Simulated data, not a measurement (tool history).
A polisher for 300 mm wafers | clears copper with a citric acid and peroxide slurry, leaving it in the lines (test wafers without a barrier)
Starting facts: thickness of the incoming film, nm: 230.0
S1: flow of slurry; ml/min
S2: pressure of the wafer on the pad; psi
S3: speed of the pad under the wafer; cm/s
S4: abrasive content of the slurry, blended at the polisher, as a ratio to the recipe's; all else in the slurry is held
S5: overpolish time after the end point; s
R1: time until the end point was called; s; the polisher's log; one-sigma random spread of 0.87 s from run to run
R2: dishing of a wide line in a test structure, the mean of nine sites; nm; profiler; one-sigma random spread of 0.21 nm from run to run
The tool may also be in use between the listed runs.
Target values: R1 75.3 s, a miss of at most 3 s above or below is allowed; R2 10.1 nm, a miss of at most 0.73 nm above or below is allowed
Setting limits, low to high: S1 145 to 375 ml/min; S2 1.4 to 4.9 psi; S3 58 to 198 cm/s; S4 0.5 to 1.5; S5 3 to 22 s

run  hour   S1   S2   S3    S4  S5      R1      R2
  1     0  240  3.1  128     1  11  99.915   11.88
  2   6.5  240  3.3  128     1  10  95.823  12.522
  3   9.5  240  3.3  128     1  15  94.612  14.348
  4  17.7  240  3.3  134     1  12  92.902  13.059
  5  22.6  235  3.3  144  0.95  10   88.99  12.426
  6  26.9  230  3.4  152   0.9   8  83.093  11.379
  7  33.9  230  3.4  152   0.9   8  83.082  11.649
  8  40.6  230  3.5  154   0.9   7  80.145  10.404
  9  43.9  230  3.6  154   0.9   7  77.777  10.897

5 next moves are on the table. One of them brings every result within its allowed miss. Which?
  A  47.2  245  3.5  166  0.85   6   ?   ?
  B  47.2  275  3.2  156   0.9   8   ?   ?
  C  47.2  215  3.7  148  0.75  10   ?   ?
  D  47.2  245  3.8  150  0.95   8   ?   ?
  E  47.2  255    3  190     1   8   ?   ?

move      R1      R2
   A  76.384  10.347
   B  85.776  11.522
   C   82.68  13.341
   D  74.838  12.491
   E  76.302  12.314
A: hits every target within its allowed miss
B: moves away from the targets compared with the last run
C: moves away from the targets compared with the last run
D: moves away from the targets compared with the last run
E: moves away from the targets compared with the last run
Move A is the one to make.
